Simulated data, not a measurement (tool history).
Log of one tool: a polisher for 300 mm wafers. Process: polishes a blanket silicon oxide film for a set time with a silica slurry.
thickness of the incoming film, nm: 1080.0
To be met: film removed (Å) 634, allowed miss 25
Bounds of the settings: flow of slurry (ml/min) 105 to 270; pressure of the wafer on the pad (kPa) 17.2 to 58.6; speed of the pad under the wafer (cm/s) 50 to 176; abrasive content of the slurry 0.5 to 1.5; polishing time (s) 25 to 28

run,hour,flow of slurry (ml/min),pressure of the wafer on the pad (kPa),speed of the pad under the wafer (cm/s),abrasive content of the slurry,polishing time (s),film removed (Å)
1,0,175,37.9,112,1,28,1018.2
2,7.3,175,35.9,112,1,28,952.82
3,15.5,215,35.9,112,1,28,962.69
4,16.9,215,35.9,112,1,25,867.44
5,18.4,215,34.5,112,1,25,833.63
6,25.5,215,34.5,112,1.15,25,902.3
7,30.2,215,33.1,112,1.15,25,880.59
8,33.9,215,31.7,112,1.15,25,857.6
9,39.8,215,30.3,112,1.15,25,821.53
10,45.5,215,29,112,1.15,25,791.78
11,48.7,215,27.6,112,1.15,25,768.02
12,50.8,215,26.2,112,1.15,25,739.81
13,51.9,215,25.5,112,1.15,25,715.71

4 next moves are on the table. One of them brings every result within its allowed miss. Which?
A,53,205,20,112,1,28,?
B,53,265,33.8,76,1.2,25,?
C,53,250,23.4,94,0.95,25,?
D,53,200,40,98,0.8,28,?

move,film removed (Å)
A,640.77
B,780.12
C,580.55
D,870.07
A: meets every target
B: further off than the last run
C: takes the result that was furthest off past its target
D: further off than the last run
Move A is the one to make.

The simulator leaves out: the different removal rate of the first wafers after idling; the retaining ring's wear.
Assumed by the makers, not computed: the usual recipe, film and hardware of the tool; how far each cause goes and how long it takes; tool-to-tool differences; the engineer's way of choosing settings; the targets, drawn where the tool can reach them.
